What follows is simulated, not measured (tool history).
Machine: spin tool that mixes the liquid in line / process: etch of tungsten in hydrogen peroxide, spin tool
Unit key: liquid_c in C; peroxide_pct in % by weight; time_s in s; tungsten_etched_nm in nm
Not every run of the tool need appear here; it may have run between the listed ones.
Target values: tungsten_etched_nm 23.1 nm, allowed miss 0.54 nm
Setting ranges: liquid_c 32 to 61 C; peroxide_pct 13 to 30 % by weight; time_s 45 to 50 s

run  hour  liquid_c  peroxide_pct  time_s  tungsten_etched_nm
  1     0        45            25      45               56.56
  2   1.8        45          20.5      45              52.004
  3   4.4        45          20.5      50              57.832
  4   9.5      40.5            19      50              41.438
  5  10.3      40.5            23      50              45.547
  6  12.3      40.5            23      50              46.267
  7    15      37.5          21.5      50              36.418
  8  22.1        32            17      50              22.227

Which single option among these 5 for the next run brings every result within its allowed miss of target? Just one does.
  A  29.2        35          13.5      50                   ?
  B  29.2      33.5            16      50                   ?
  C  29.2        33          19.5      45                   ?
  D  29.2        34            19      45                   ?
  E  29.2        33          14.5      50                   ?

move  tungsten_etched_nm
   A               24.46
   B              24.063
   C              23.109
   D              24.413
   E              22.142
A: carries the result that was furthest off beyond its target, to the other side
B: carries the result that was furthest off beyond its target, to the other side
C: all results in spec
D: carries the result that was furthest off beyond its target, to the other side
E: misses by more than the last run did
Move C is the one to make.

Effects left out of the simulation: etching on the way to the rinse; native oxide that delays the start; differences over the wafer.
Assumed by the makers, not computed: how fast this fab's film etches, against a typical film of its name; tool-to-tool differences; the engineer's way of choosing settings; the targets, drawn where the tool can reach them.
